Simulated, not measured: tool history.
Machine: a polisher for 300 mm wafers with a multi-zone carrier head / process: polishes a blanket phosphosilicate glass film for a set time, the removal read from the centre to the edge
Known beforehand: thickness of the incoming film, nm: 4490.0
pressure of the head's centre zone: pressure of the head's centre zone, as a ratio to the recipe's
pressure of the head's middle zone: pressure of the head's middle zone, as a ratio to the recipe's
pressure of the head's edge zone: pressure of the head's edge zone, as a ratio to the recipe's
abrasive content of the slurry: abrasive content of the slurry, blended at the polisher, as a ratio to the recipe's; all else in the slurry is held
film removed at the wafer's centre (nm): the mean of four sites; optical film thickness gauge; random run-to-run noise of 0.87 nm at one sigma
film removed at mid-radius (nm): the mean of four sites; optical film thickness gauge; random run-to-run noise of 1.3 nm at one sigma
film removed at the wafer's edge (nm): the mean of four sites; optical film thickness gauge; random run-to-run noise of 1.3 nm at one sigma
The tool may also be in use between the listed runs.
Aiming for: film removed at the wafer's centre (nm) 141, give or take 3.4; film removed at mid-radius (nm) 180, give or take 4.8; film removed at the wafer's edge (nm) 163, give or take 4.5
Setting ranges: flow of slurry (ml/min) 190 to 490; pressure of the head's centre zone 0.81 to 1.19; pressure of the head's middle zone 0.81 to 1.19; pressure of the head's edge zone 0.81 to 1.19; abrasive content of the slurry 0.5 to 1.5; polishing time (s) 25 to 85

run	day	flow of slurry (ml/min)	pressure of the head's centre zone	pressure of the head's middle zone	pressure of the head's edge zone	abrasive content of the slurry	polishing time (s)	film removed at the wafer's centre (nm)	film removed at mid-radius (nm)	film removed at the wafer's edge (nm)
1	0	315	1	1	1	1	55	296.02	301.53	292.41
2	0.154	315	1	1	1	1	67	360.41	370.63	356.03
3	0.475	305	0.97	1	0.98	0.9	62	314.5	321.3	309.31
4	0.65	305	1.05	1	0.98	0.9	62	336.39	322.61	311.81
5	0.908	300	1.01	1.02	0.99	0.85	57	290.01	297.36	285.51
6	1.133	295	0.98	1.03	0.98	0.8	53	256.08	271.8	256.38
7	1.192	230	0.88	1.06	0.96	0.55	38	142.24	169.65	160.32
8	1.217	235	0.88	1.07	0.96	0.55	38	142.82	173.73	157.9
9	1.362	240	0.88	1.07	0.97	0.55	38	144.78	174.8	159.24
10	1.688	235	0.87	1.07	0.98	0.55	38	140.39	173.25	157.68
11	1.788	270	0.86	1.1	1.03	0.6	38	146.15	186.27	168.94

Exercise: of the 5 proposed moves below, exactly one satisfies all targets within the stated allowed misses. Which move is it?
A	1.888	305	0.83	1.08	0.97	0.5	42	?	?	?
B	1.888	210	0.92	1.11	0.95	0.8	36	?	?	?
C	1.888	190	0.85	1.1	0.97	0.6	39	?	?	?
D	1.888	295	0.88	1.09	0.98	0.55	38	?	?	?
E	1.888	275	0.81	1.11	1.02	0.6	39	?	?	?

move	film removed at the wafer's centre (nm)	film removed at mid-radius (nm)	film removed at the wafer's edge (nm)
A	152.14	193.42	173.04
B	158.54	186.34	164.09
C	141.96	179.85	161.56
D	149.66	180.66	161.45
E	144.01	191.49	172.18
A: misses by more than the last run did
B: misses by more than the last run did
C: every result lands within tolerance
D: misses by more than the last run did
E: meets the target for the result that was furthest off, but another lies outside its allowed miss
C is the move that brings every result within its allowed miss.

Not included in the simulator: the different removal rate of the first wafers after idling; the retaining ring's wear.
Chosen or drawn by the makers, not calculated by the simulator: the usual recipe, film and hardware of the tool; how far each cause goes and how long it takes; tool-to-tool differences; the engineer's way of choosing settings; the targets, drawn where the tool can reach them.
